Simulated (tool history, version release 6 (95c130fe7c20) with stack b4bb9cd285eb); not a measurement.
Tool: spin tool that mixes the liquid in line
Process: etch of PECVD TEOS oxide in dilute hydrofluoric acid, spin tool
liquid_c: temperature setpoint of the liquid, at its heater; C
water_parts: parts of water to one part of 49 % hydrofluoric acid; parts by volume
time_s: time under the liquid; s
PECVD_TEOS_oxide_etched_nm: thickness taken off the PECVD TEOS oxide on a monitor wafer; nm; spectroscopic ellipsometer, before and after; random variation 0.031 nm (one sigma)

run	day	liquid_c	water_parts	time_s	PECVD_TEOS_oxide_etched_nm
1	0	26	200	145	7.8047
2	0.162	25.5	200	145	7.6486
3	0.358	25.5	200	155	8.1477
4	0.438	25	200	155	8.0224
5	0.754	23	200	155	7.4527
6	0.883	25.5	200	155	8.1617
7	0.929	24.5	200	155	7.808
8	1.171	24	200	155	7.6718
9	1.492	23.5	200	155	7.5909

The next listed run, before its measurement:
10	1.6	23	200	155	?

PECVD_TEOS_oxide_etched_nm: 7.4918 nm

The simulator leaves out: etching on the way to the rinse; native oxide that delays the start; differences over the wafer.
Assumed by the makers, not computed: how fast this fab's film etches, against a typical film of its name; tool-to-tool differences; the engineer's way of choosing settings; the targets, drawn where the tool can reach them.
